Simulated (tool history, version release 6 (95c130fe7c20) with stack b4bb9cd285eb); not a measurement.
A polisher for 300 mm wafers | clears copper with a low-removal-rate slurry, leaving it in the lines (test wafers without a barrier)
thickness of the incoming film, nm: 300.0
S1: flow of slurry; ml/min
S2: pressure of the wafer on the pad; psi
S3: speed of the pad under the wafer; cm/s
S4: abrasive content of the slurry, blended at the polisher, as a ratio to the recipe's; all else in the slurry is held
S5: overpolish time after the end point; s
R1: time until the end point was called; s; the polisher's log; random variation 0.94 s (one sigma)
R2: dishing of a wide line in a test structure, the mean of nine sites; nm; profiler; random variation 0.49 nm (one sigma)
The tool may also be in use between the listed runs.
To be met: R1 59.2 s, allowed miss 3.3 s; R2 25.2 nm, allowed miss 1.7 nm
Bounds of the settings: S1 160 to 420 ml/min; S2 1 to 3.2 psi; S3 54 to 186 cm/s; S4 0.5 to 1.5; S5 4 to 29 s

Run 1, hour 0: S1 270 ml/min, S2 2.1 psi, S3 118 cm/s, S4 1, S5 15 s. Result: R1 125.29 s, R2 19.873 nm.
Run 2, hour 8.1: S1 270 ml/min, S2 2.4 psi, S3 126 cm/s, S4 1, S5 13 s. Result: R1 101.76 s, R2 21.135 nm.
Run 3, hour 15.7: S1 225 ml/min, S2 2.4 psi, S3 126 cm/s, S4 1, S5 13 s. Result: R1 105.56 s, R2 19.726 nm.
Run 4, hour 17.4: S1 245 ml/min, S2 2.6 psi, S3 130 cm/s, S4 1, S5 12 s. Result: R1 91.521 s, R2 21.156 nm.
Run 5, hour 25.3: S1 255 ml/min, S2 2.8 psi, S3 134 cm/s, S4 1, S5 11 s. Result: R1 81.922 s, R2 21.99 nm.
Run 6, hour 31.6: S1 255 ml/min, S2 2.8 psi, S3 104 cm/s, S4 1, S5 11 s. Result: R1 108.44 s, R2 18.301 nm.
At hour 34.5: head pressure recalibrated.
Run 7, hour 34.5: S1 260 ml/min, S2 2.9 psi, S3 116 cm/s, S4 1, S5 10 s. Result: R1 86.132 s, R2 19.846 nm.
Run 8, hour 42.6: S1 280 ml/min, S2 3 psi, S3 120 cm/s, S4 1, S5 10 s. Result: R1 80.888 s, R2 21.259 nm.
Run 9, hour 50: S1 295 ml/min, S2 3.1 psi, S3 126 cm/s, S4 1, S5 10 s. Result: R1 72.633 s, R2 22.389 nm.

Which of these 5 next moves meets every target?
Run A, hour 57.4: S1 305 ml/min, S2 3.2 psi, S3 152 cm/s, S4 0.9, S5 10 s. Result: R1 ?, R2 ?.
Run B, hour 57.4: S1 310 ml/min, S2 3.2 psi, S3 178 cm/s, S4 1.05, S5 8 s. Result: R1 ?, R2 ?.
Run C, hour 57.4: S1 310 ml/min, S2 3.2 psi, S3 120 cm/s, S4 1.1, S5 9 s. Result: R1 ?, R2 ?.
Run D, hour 57.4: S1 280 ml/min, S2 3.2 psi, S3 168 cm/s, S4 1.05, S5 9 s. Result: R1 ?, R2 ?.
Run E, hour 57.4: S1 295 ml/min, S2 3.2 psi, S3 110 cm/s, S4 1.05, S5 14 s. Result: R1 ?, R2 ?.

move      R1      R2
   A  58.718  25.306
   B  48.762  24.752
   C   70.98  20.997
   D  52.112  25.513
   E  78.301  26.027
A: meets every target
B: takes the result that was furthest off past its target
C: nearer than the last run, and not there yet
D: takes the result that was furthest off past its target
E: further off than the last run
Answer: A
